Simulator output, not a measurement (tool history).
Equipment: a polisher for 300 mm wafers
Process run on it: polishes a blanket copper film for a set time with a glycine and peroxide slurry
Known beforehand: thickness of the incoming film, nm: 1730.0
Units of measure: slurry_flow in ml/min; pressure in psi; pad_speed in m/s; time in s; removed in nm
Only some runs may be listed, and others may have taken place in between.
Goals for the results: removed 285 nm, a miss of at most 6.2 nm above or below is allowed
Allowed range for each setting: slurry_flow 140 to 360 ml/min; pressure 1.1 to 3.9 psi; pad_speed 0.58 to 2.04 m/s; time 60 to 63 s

{"run": 1, "hour": 0.0, "slurry_flow": 230, "pressure": 2.5, "pad_speed": 1.3, "time": 60, "removed": 323.74}
{"run": 2, "hour": 0.8, "slurry_flow": 230, "pressure": 2.5, "pad_speed": 1.58, "time": 60, "removed": 378.2}
{"run": 3, "hour": 2.6, "slurry_flow": 230, "pressure": 2.5, "pad_speed": 1.44, "time": 60, "removed": 352.38}
{"run": 4, "hour": 6.0, "slurry_flow": 220, "pressure": 2.3, "pad_speed": 1.44, "time": 60, "removed": 328.86}
{"run": 5, "hour": 10.9, "slurry_flow": 220, "pressure": 2.2, "pad_speed": 1.44, "time": 60, "removed": 320.31}
{"run": 6, "hour": 15.8, "slurry_flow": 275, "pressure": 2.2, "pad_speed": 1.44, "time": 60, "removed": 321.31}
{"run": 7, "hour": 24.2, "slurry_flow": 275, "pressure": 2.1, "pad_speed": 1.44, "time": 60, "removed": 311.6}
{"run": 8, "hour": 29.4, "slurry_flow": 275, "pressure": 2, "pad_speed": 1.44, "time": 60, "removed": 301.33}

Which single option among these 4 for the next run brings every result within its allowed miss of target? Just one does.
{"run": "A", "hour": 34.6, "slurry_flow": 225, "pressure": 2.1, "pad_speed": 1.54, "time": 61, "removed": "?"}
{"run": "B", "hour": 34.6, "slurry_flow": 260, "pressure": 1.9, "pad_speed": 1.36, "time": 62, "removed": "?"}
{"run": "C", "hour": 34.6, "slurry_flow": 310, "pressure": 1.7, "pad_speed": 1.58, "time": 63, "removed": "?"}
{"run": "D", "hour": 34.6, "slurry_flow": 320, "pressure": 2.1, "pad_speed": 1.26, "time": 63, "removed": "?"}

move=A removed=332.91
move=B removed=286.03
move=C removed=306.29
move=D removed=300.11
A: lands further from the targets than the last run did
B: every result within its allowed miss
C: lands further from the targets than the last run did
D: gains on the last run, yet a result remains outside its allowed miss
B is the move that brings every result within its allowed miss.

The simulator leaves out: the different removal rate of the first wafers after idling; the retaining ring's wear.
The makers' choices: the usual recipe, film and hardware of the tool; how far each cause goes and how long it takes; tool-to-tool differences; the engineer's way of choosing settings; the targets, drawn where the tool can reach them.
